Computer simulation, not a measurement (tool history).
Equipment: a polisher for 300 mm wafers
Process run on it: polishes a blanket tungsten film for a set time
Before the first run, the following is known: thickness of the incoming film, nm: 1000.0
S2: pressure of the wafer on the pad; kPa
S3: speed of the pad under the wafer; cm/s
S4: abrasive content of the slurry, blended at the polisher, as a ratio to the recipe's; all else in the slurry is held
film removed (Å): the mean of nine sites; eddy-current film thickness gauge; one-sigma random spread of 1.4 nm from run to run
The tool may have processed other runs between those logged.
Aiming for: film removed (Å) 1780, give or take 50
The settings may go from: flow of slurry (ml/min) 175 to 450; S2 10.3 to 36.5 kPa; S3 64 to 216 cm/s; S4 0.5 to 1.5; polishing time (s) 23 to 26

run 1 hour=0 | flow_of_slurry_(ml/min)=290 S2=23.4 S3=140 S4=1 polishing_time_(s)=26 | film_removed_(Å)=1433.6
run 2 hour=0.6 | flow_of_slurry_(ml/min)=355 S2=23.4 S3=140 S4=1 polishing_time_(s)=26 | film_removed_(Å)=1448
run 3 hour=1.5 | flow_of_slurry_(ml/min)=355 S2=23.4 S3=140 S4=1 polishing_time_(s)=23 | film_removed_(Å)=1298.5
run 4 hour=7.8 | flow_of_slurry_(ml/min)=355 S2=23.4 S3=140 S4=1 polishing_time_(s)=26 | film_removed_(Å)=1466.3
run 5 hour=15.2 | flow_of_slurry_(ml/min)=355 S2=23.4 S3=140 S4=0.8 polishing_time_(s)=26 | film_removed_(Å)=1387.2
run 6 hour=19.3 | flow_of_slurry_(ml/min)=355 S2=24.8 S3=140 S4=0.8 polishing_time_(s)=26 | film_removed_(Å)=1466.6
run 7 hour=27.5 | flow_of_slurry_(ml/min)=355 S2=26.2 S3=140 S4=0.8 polishing_time_(s)=26 | film_removed_(Å)=1538.6
run 8 hour=34.1 | flow_of_slurry_(ml/min)=355 S2=27.6 S3=140 S4=0.8 polishing_time_(s)=26 | film_removed_(Å)=1617.6

5 candidate next runs follow, results not yet known. Just one meets every target within its allowed miss. Identify it.
run A hour=40.7 | flow_of_slurry_(ml/min)=345 S2=30.3 S3=160 S4=0.65 polishing_time_(s)=24 | film_removed_(Å)=?
run B hour=40.7 | flow_of_slurry_(ml/min)=440 S2=27.6 S3=132 S4=0.7 polishing_time_(s)=26 | film_removed_(Å)=?
run C hour=40.7 | flow_of_slurry_(ml/min)=385 S2=33.1 S3=110 S4=0.7 polishing_time_(s)=26 | film_removed_(Å)=?
run D hour=40.7 | flow_of_slurry_(ml/min)=405 S2=28.3 S3=134 S4=1 polishing_time_(s)=23 | film_removed_(Å)=?
run E hour=40.7 | flow_of_slurry_(ml/min)=315 S2=31.7 S3=132 S4=0.65 polishing_time_(s)=26 | film_removed_(Å)=?

move=A film_removed_(Å)=1766.2
move=B film_removed_(Å)=1496.8
move=C film_removed_(Å)=1486.1
move=D film_removed_(Å)=1483.8
move=E film_removed_(Å)=1644.6
A: every result within its allowed miss
B: moves away from the targets compared with the last run
C: moves away from the targets compared with the last run
D: moves away from the targets compared with the last run
E: an improvement on the last run, though not all results are within tolerance
So the answer is move A, the one that meets all the targets.

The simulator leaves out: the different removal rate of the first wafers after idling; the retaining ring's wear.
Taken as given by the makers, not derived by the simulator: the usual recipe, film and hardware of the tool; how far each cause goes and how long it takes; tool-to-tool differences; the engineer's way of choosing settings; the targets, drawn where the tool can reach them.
